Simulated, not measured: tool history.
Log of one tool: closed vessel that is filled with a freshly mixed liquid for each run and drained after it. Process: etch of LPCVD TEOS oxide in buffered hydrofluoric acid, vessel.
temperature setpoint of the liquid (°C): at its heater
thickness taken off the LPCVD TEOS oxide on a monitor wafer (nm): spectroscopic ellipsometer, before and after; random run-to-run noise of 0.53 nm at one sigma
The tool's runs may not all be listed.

run  hour  temperature setpoint of the liquid (°C)  parts of 40 % ammonium fluoride to one part of 49 % hydrofluoric acid (parts by volume)  time in the liquid (s)  thickness taken off the LPCVD TEOS oxide on a monitor wafer (nm)
  1     0                                       20                                                                                      8.5                      95                                                            195.81
  2   3.5                                     19.5                                                                                        9                      95                                                            179.85
  3     5                                       19                                                                                      9.5                      95                                                            167.94
  4   7.6                                     18.5                                                                                       10                      95                                                            158.37
  5   8.6                                     18.5                                                                                     10.5                      95                                                            150.81
  6  14.4                                       21                                                                                     10.5                      95                                                            173.25
  7  21.2                                     20.5                                                                                     10.5                      95                                                            169.61
  8    29                                       20                                                                                     10.5                      95                                                             164.7

Predict the results of run 9:
  9  32.7                                     19.5                                                                                     10.5                      95                                                                 ?

Logged for run 9: thickness taken off the LPCVD TEOS oxide on a monitor wafer (nm) 159.38.

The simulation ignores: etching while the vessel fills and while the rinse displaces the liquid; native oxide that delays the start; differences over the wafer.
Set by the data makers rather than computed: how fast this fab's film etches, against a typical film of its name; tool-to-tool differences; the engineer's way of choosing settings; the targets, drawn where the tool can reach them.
